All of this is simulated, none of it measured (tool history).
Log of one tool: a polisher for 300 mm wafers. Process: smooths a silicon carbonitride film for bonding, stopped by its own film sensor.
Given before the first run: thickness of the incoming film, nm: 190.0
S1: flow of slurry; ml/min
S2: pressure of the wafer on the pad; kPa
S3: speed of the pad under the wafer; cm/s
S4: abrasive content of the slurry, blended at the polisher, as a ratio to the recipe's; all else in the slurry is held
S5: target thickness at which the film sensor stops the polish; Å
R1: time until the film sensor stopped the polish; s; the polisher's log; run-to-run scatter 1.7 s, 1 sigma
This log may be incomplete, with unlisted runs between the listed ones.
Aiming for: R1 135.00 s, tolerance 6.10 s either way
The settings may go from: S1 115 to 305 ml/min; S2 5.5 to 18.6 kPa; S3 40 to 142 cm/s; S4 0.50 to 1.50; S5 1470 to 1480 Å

run  hour   S1    S2  S3    S4    S5      R1
  1   0.0  195  11.7  90  1.00  1480  259.41
  2   4.6  195  13.8  92  1.00  1480  222.79
  3   5.7  195  15.2  98  1.00  1480  189.23
  4  10.6  195  15.2  98  1.15  1480  170.01
  5  16.1  225  15.2  98  1.15  1480  168.69
  6  23.5  225  15.9  98  1.15  1480  162.14
  7  25.4  225  16.5  98  1.15  1480  156.38
  8  28.1  225  16.5  98  1.15  1480  155.27

5 candidate next runs follow, results not yet known. Just one meets every target within its allowed miss. Identify it.
  A  30.8  240  16.5   78  1.25  1470   ?
  B  30.8  245  14.5   92  1.30  1480   ?
  C  30.8  140  17.2   86  1.25  1480   ?
  D  30.8  180  15.9  112  1.35  1480   ?
  E  30.8  220  17.2  118  0.85  1480   ?

move      R1
   A  183.18
   B  174.74
   C  172.79
   D  139.75
   E  161.19
A: its largest miss is bigger than the last run's
B: its largest miss is bigger than the last run's
C: its largest miss is bigger than the last run's
D: each result inside its tolerance
E: its largest miss is bigger than the last run's
Move D is the one to make.
